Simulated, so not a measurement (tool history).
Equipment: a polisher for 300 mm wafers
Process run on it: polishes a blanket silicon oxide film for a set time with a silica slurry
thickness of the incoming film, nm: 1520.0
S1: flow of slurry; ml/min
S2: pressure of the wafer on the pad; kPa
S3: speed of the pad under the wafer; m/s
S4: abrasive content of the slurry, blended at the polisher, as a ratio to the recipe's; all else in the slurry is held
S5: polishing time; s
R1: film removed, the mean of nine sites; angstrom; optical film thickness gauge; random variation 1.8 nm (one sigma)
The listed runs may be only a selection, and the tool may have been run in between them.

run,hour,S1,S2,S3,S4,S5,R1
1,0.0,245,37.2,1.44,1.0,50,2480.9
2,4.4,290,37.2,1.44,1.0,50,2577.1
3,9.0,290,37.2,1.30,1.0,50,2359.9
4,16.8,315,37.2,1.30,1.0,50,2417.5
5,19.2,315,37.2,1.66,1.0,50,2923.4
6,28.1,275,37.2,1.66,1.0,50,2796.2
7,33.5,275,37.2,1.66,1.0,50,2806.1
8,36.7,275,26.9,1.60,1.0,50,2023.9
9,37.9,265,24.8,1.60,1.0,50,1862.8
10,40.7,255,24.1,1.60,1.0,50,1813.3
11,41.8,250,20.7,1.60,1.0,50,1580.2

The next listed run, before its measurement:
12,45.5,255,20.7,1.60,1.0,50,?

R1: 1567.9 angstrom

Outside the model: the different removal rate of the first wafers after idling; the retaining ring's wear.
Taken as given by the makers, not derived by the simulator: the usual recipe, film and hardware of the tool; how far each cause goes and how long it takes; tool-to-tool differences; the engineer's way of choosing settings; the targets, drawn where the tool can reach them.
